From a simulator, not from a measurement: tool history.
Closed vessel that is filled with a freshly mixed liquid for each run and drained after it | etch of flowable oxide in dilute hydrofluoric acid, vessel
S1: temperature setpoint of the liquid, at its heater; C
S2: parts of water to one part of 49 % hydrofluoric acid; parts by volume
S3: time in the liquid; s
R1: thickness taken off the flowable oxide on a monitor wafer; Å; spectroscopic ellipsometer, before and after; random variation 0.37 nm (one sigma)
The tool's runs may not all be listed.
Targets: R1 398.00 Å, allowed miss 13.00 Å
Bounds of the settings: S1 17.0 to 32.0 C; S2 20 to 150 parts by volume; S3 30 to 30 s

Run 1, day 0.000: S1 24.0 C, S2 85 parts by volume, S3 30 s. Result: R1 140.36 Å.
Run 2, day 0.088: S1 24.0 C, S2 85 parts by volume, S3 30 s. Result: R1 142.50 Å.
Run 3, day 0.146: S1 24.0 C, S2 65 parts by volume, S3 30 s. Result: R1 189.45 Å.
Run 4, day 0.483: S1 24.0 C, S2 50 parts by volume, S3 30 s. Result: R1 248.77 Å.
Run 5, day 0.758: S1 25.0 C, S2 50 parts by volume, S3 30 s. Result: R1 260.86 Å.
Run 6, day 1.083: S1 26.0 C, S2 50 parts by volume, S3 30 s. Result: R1 272.93 Å.
Run 7, day 1.350: S1 27.0 C, S2 50 parts by volume, S3 30 s. Result: R1 285.65 Å.
Run 8, day 1.671: S1 27.5 C, S2 50 parts by volume, S3 30 s. Result: R1 289.78 Å.
Run 9, day 1.846: S1 28.0 C, S2 50 parts by volume, S3 30 s. Result: R1 293.41 Å.
Run 10, day 1.904: S1 32.0 C, S2 35 parts by volume, S3 30 s. Result: R1 508.55 Å.

Which of these 5 next moves meets every target?
Run A, day 1.962: S1 24.0 C, S2 35 parts by volume, S3 30 s. Result: R1 ?.
Run B, day 1.962: S1 26.0 C, S2 35 parts by volume, S3 30 s. Result: R1 ?.
Run C, day 1.962: S1 31.0 C, S2 40 parts by volume, S3 30 s. Result: R1 ?.
Run D, day 1.962: S1 31.5 C, S2 40 parts by volume, S3 30 s. Result: R1 ?.
Run E, day 1.962: S1 32.0 C, S2 40 parts by volume, S3 30 s. Result: R1 ?.

move      R1
   A  364.79
   B  396.24
   C  420.66
   D  429.00
   E  437.47
A: takes the result that was furthest off past its target
B: meets every target
C: nearer than the last run, and not there yet
D: nearer than the last run, and not there yet
E: nearer than the last run, and not there yet
The right move is B.

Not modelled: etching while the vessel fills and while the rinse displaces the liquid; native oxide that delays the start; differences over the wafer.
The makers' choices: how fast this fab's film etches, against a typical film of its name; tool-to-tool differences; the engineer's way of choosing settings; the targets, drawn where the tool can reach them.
